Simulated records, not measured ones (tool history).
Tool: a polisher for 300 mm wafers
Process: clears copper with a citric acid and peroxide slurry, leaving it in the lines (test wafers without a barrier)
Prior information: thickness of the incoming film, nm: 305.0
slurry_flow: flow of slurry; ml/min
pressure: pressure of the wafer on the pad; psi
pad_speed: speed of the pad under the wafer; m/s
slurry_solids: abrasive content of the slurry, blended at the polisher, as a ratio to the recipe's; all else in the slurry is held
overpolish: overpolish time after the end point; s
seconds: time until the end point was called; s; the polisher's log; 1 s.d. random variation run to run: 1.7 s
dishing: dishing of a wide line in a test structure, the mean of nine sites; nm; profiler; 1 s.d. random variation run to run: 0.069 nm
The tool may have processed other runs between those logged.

run,day,slurry_flow,pressure,pad_speed,slurry_solids,overpolish,seconds,dishing
1,0,160,3.9,1.34,1,11,84.013,22.2
2,0.038,160,3.9,1.54,1,11,73.841,23.269
3,0.3,140,3.2,1.52,0.85,8,89.621,16.336
4,0.383,140,3.2,1.38,0.85,8,98.379,15.367
5,0.754,140,3.2,1.38,0.85,5,100.08,10.56
6,0.8,140,3.2,1.12,0.85,5,118.63,9.1244
7,0.904,155,3.8,0.94,0.95,4,111.46,7.791
8,1.217,170,4,0.86,1,4,112.53,7.9007
9,1.292,155,4.3,0.78,1,4,114.05,7.7125
10,1.662,185,4.4,0.72,0.95,4,116.51,7.5494
11,1.883,155,4.5,0.68,1.15,4,118.17,7.6101
12,2.25,165,4.8,0.66,0.95,4,120.08,7.5227
13,2.571,195,4.4,0.66,1.15,4,122.32,7.4616
14,2.775,160,4.8,0.64,0.95,4,120.69,7.3334

Run 15 comes next. What will it give?
15,3.071,180,5.1,0.62,0.8,4,?,?

Run 15 gave seconds 119.65 s, dishing 7.4306 nm.
